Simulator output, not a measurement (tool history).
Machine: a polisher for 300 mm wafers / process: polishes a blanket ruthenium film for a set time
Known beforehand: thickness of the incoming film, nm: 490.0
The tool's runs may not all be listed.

| run | hour | flow of slurry (ml/min) | pressure of the wafer on the pad (kPa) | speed of the pad under the wafer (m/s) | polishing time (s) | film removed (Å) |
|---|---|---|---|---|---|---|
| 1 | 0 | 190 | 15.9 | 1.28 | 51 | 821.84 |
| 2 | 2.8 | 190 | 15.9 | 1.28 | 51 | 843.44 |
| 3 | 6.9 | 190 | 15.9 | 1.28 | 46 | 750.16 |
| 4 | 15.8 | 185 | 14.5 | 1.28 | 46 | 694.31 |
| 5 | 22.3 | 180 | 13.1 | 1.28 | 46 | 627.64 |
| 6 | 28.8 | 180 | 15.9 | 1.28 | 46 | 751.07 |
| 7 | 31.7 | 170 | 14.5 | 1.28 | 46 | 684.83 |
| 8 | 34.1 | 165 | 13.1 | 1.28 | 46 | 613.86 |
| 9 | 42.3 | 155 | 12.4 | 1.28 | 46 | 575.56 |
| 10 | 51.2 | 150 | 12.4 | 1.28 | 46 | 571.11 |
| 11 | 54.3 | 145 | 12.4 | 1.28 | 46 | 562.47 |

Estimate the outcome of run 12 from the log above:
| 12 | 58.8 | 145 | 12.4 | 1.28 | 46 | ? |

{"run 12": {"film removed (Å)": 570.46}}
